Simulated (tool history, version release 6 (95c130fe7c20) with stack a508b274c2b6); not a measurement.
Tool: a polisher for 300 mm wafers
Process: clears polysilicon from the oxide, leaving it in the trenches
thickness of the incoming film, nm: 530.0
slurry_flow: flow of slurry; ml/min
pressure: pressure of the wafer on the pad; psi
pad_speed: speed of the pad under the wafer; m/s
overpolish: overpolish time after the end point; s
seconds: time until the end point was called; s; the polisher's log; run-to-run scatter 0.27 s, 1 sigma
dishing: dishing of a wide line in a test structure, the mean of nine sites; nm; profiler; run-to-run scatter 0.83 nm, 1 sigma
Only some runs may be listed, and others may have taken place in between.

run,hour,slurry_flow,pressure,pad_speed,overpolish,seconds,dishing
1,0,320,2.4,1.06,15,32.294,71.399
2,2.9,320,2.7,1.08,14,29.371,70.867
3,9.2,375,2.7,1.08,14,29.297,72.795
4,14.5,375,2.7,0.96,14,32.135,70.821
5,20.1,445,2.7,0.96,14,31.938,70.257
6,21.5,445,2.7,0.96,18,32.453,72.594
7,26.9,445,3,1,16,28.069,70.475
8,28.2,440,3.2,1.04,18,25.839,73.927
9,34.1,445,3.3,1.06,17,24.593,72.78

Run 10 has not been measured yet. What should we expect?
10,35.6,445,3.4,1.08,17,?,?

seconds: 23.503 s
dishing: 73.489 nm

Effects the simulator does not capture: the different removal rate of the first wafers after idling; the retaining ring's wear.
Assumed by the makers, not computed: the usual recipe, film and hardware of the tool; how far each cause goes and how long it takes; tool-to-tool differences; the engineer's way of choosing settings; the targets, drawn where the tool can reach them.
